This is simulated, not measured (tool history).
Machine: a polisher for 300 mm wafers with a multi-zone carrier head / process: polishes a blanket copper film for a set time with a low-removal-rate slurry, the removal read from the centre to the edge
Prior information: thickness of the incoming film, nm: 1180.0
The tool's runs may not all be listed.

run    day  flow of slurry (ml/min)  pressure of the head's centre zone  pressure of the head's middle zone  pressure of the head's edge zone  abrasive content of the slurry  polishing time (s)  film removed at the wafer's centre (Å)  film removed at mid-radius (Å)  film removed at the wafer's edge (Å)
  1  0.000                      135                                1.00                                1.00                              1.00                            1.00                  51                                  1547.8                          1564.3                                1524.8
  2  0.362                      135                                1.00                                1.00                              1.00                            1.00                  62                                  1876.1                          1909.0                                1886.1
  3  0.558                      135                                1.00                                1.00                              1.00                            1.00                  70                                  2121.7                          2143.6                                2124.8
  4  0.742                      130                                0.97                                0.99                              0.97                            0.90                  67                                  1896.3                          1937.9                                1893.5
  5  1.042                      120                                0.94                                0.99                              0.97                            0.85                  65                                  1722.2                          1844.4                                1819.0
  6  1.167                      120                                0.94                                0.99                              0.97                            0.75                  65                                  1668.0                          1801.2                                1752.4
  7  1.367                      115                                0.92                                0.98                              0.95                            0.70                  63                                  1545.6                          1661.3                                1622.9
  8  1.508                      110                                0.90                                0.97                              0.94                            0.65                  62                                  1430.7                          1594.9                                1565.3
  9  1.642                      110                                0.90                                0.97                              0.94                            0.65                  62                                  1431.0                          1591.0                                1556.5
 10  1.725                      105                                0.89                                0.96                              0.92                            0.60                  61                                  1337.8                          1459.0                                1473.8
 11  2.021                       95                                0.82                                1.00                              0.82                            0.50                  55                                  1023.3                          1273.4                                1169.4
 12  2.304                       95                                0.82                                0.99                              0.83                            0.50                  55                                  1034.1                          1263.5                                1179.9
 13  2.583                       95                                0.82                                0.98                              0.84                            0.50                  55                                  1007.6                          1242.1                                1204.5
 14  2.958                       95                                0.82                                0.97                              0.84                            0.50                  55                                  1018.5                          1254.1                                1182.7

What will run 15 give?
 15  3.033                       95                                0.82                                0.96                              0.85                            0.50                  55                                       ?                               ?                                     ?

film removed at the wafer's centre (Å): 1023.5
film removed at mid-radius (Å): 1234.2
film removed at the wafer's edge (Å): 1192.6

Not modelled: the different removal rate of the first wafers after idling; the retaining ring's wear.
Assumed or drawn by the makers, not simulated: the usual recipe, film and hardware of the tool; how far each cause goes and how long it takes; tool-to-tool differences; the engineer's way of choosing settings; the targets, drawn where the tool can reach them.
